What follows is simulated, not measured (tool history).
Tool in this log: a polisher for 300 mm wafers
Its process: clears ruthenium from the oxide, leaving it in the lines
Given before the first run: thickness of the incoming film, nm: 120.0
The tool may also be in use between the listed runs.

run,hour,flow of slurry (ml/min),pressure of the wafer on the pad (kPa),speed of the pad under the wafer (m/s),overpolish time after the end point (s),time until the end point was called (s)
1,0.0,160,14.5,0.78,5,124.170
2,3.5,160,13.8,0.78,5,134.280
3,9.8,160,13.8,0.92,5,113.370
4,16.1,160,13.1,0.92,5,116.270
5,24.6,160,16.5,0.92,5,97.099
6,27.0,160,15.9,0.90,5,100.100
7,31.4,155,11.7,0.70,5,162.370

The next listed run, before its measurement:
8,35.2,155,9.7,0.68,5,?

time until the end point was called (s): 199.770
